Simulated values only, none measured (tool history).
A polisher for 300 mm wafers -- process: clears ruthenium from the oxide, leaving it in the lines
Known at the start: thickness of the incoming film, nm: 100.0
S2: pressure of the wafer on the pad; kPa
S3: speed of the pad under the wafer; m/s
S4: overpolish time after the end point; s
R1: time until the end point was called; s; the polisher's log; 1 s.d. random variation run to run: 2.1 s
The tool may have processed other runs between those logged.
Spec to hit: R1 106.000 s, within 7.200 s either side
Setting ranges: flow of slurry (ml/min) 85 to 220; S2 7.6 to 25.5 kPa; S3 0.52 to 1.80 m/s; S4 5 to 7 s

{"run": 1, "hour": 0.0, "flow of slurry (ml/min)": 140, "S2": 16.5, "S3": 1.16, "S4": 7, "R1": 64.679}
{"run": 2, "hour": 3.8, "flow of slurry (ml/min)": 165, "S2": 16.5, "S3": 1.16, "S4": 7, "R1": 65.43}
{"run": 3, "hour": 7.2, "flow of slurry (ml/min)": 165, "S2": 16.5, "S3": 1.16, "S4": 7, "R1": 65.681}
{"run": 4, "hour": 15.7, "flow of slurry (ml/min)": 165, "S2": 15.2, "S3": 1.14, "S4": 7, "R1": 67.598}
{"run": 5, "hour": 19.2, "flow of slurry (ml/min)": 165, "S2": 13.8, "S3": 1.14, "S4": 7, "R1": 76.71}
{"run": 6, "hour": 25.4, "flow of slurry (ml/min)": 195, "S2": 13.8, "S3": 1.14, "S4": 7, "R1": 74.255}
{"run": 7, "hour": 27.7, "flow of slurry (ml/min)": 195, "S2": 13.1, "S3": 1.12, "S4": 7, "R1": 78.79}
{"run": 8, "hour": 32.8, "flow of slurry (ml/min)": 195, "S2": 12.4, "S3": 1.1, "S4": 7, "R1": 78.913}
{"run": 9, "hour": 41.4, "flow of slurry (ml/min)": 195, "S2": 11.7, "S3": 1.06, "S4": 7, "R1": 84.611}
{"run": 10, "hour": 48.9, "flow of slurry (ml/min)": 195, "S2": 11.0, "S3": 1.04, "S4": 7, "R1": 89.671}
{"run": 11, "hour": 55.5, "flow of slurry (ml/min)": 195, "S2": 10.3, "S3": 1.04, "S4": 7, "R1": 95.166}

5 next moves are on the table. One of them brings every result within its allowed miss. Which?
{"run": "A", "hour": 62.1, "flow of slurry (ml/min)": 180, "S2": 11.0, "S3": 1.06, "S4": 7, "R1": "?"}
{"run": "B", "hour": 62.1, "flow of slurry (ml/min)": 195, "S2": 7.6, "S3": 0.9, "S4": 5, "R1": "?"}
{"run": "C", "hour": 62.1, "flow of slurry (ml/min)": 205, "S2": 11.0, "S3": 1.08, "S4": 5, "R1": "?"}
{"run": "D", "hour": 62.1, "flow of slurry (ml/min)": 185, "S2": 8.3, "S3": 1.08, "S4": 7, "R1": "?"}
{"run": "E", "hour": 62.1, "flow of slurry (ml/min)": 140, "S2": 10.3, "S3": 1.52, "S4": 7, "R1": "?"}

move=A R1=87.111
move=B R1=120.530
move=C R1=84.633
move=D R1=103.130
move=E R1=74.323
A: moves away from the targets compared with the last run
B: pushes the last run's worst result past its target
C: moves away from the targets compared with the last run
D: all results in spec
E: moves away from the targets compared with the last run
The right move is D.
